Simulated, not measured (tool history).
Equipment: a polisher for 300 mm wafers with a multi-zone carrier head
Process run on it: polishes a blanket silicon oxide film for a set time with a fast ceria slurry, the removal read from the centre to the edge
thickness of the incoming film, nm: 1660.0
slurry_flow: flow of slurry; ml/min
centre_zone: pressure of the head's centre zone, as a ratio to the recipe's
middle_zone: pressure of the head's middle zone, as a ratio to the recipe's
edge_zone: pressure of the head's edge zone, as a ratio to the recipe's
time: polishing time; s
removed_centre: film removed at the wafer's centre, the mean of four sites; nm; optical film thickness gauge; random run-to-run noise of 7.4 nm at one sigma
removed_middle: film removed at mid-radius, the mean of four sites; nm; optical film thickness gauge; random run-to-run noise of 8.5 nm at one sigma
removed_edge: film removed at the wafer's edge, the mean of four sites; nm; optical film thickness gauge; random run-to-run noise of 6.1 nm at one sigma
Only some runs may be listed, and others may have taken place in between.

run  hour  slurry_flow  centre_zone  middle_zone  edge_zone  time  removed_centre  removed_middle  removed_edge
  1     0          255            1            1          1    59           630.1          643.09        623.52
  2   3.4          255         0.91            1          1    59          578.25          649.06        626.93
  3  10.7          265         0.94         1.02       1.03    61          620.54          681.64        653.56
  4  11.3          265         0.94         1.02       0.97    61          625.08          691.86        631.96
  5  18.2          270         0.96         1.04          1    63          668.49             712        676.15
  6  20.1          280         0.97         1.07       1.01    65          698.28          756.94        696.51
  7  21.5          285         0.99         1.09       1.03    66          720.39           794.8        711.33
  8  24.4          290         1.01         1.09       1.05    67          731.67          809.26        747.86

Expected results for the next run?
  9  30.9          300         1.04         1.09       1.06    68               ?               ?             ?

{"run 9": {"removed_centre": 782.72, "removed_middle": 818.03, "removed_edge": 757.63}}
